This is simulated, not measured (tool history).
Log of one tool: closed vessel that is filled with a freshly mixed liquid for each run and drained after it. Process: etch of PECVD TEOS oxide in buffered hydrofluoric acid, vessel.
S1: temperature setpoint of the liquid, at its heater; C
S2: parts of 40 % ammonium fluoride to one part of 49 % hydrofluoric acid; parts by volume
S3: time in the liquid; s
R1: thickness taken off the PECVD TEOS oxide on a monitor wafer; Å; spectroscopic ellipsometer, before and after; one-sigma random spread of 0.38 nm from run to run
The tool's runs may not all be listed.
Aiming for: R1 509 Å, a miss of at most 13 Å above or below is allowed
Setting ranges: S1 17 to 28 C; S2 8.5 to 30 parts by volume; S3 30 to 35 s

run	hour	S1	S2	S3	R1
1	0	20	23.5	35	445.15
2	2.7	18.5	23.5	35	411.73
3	8.1	19	23.5	35	428.13
4	15.5	19	26.5	35	392.61
5	19.6	19	26.5	35	394.09
6	24.3	20	26.5	35	417.77
7	31.5	20.5	26.5	35	426.99
8	34.9	21	26.5	35	432.04

Consider the 4 candidate settings below. Which is the only one whose results all fall within their allowed miss of target?
A	38.3	20.5	20.5	35	?
B	38.3	19.5	24	30	?
C	38.3	22.5	28	30	?
D	38.3	19.5	25	30	?

move	R1
A	506.99
B	368.45
C	391.77
D	358.2
A: all results land within tolerance of their targets
B: the biggest miss grows against the last run
C: the biggest miss grows against the last run
D: the biggest miss grows against the last run
Go with A: it meets all targets.
